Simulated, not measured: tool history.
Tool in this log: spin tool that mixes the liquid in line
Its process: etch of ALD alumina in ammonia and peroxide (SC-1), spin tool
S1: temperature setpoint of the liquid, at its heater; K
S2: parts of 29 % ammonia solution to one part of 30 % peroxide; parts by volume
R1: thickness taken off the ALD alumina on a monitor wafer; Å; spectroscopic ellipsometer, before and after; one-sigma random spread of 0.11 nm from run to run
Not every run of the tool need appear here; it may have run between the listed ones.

{"run": 1, "hour": 0.0, "S1": 334.15, "S2": 0.9, "time under the liquid (s)": 115, "R1": 103.56}
{"run": 2, "hour": 2.1, "S1": 335.65, "S2": 0.9, "time under the liquid (s)": 115, "R1": 113.27}
{"run": 3, "hour": 8.8, "S1": 335.65, "S2": 1.05, "time under the liquid (s)": 115, "R1": 114.54}
{"run": 4, "hour": 14.2, "S1": 336.65, "S2": 1.05, "time under the liquid (s)": 115, "R1": 121.48}
{"run": 5, "hour": 15.5, "S1": 336.65, "S2": 1.05, "time under the liquid (s)": 125, "R1": 130.95}
{"run": 6, "hour": 16.1, "S1": 336.65, "S2": 0.85, "time under the liquid (s)": 125, "R1": 129.57}

Run 7, settings as shown, results not yet in. Your forecast:
{"run": 7, "hour": 22.0, "S1": 337.15, "S2": 0.85, "time under the liquid (s)": 125, "R1": "?"}

Run 7 produced R1 131.56 Å.
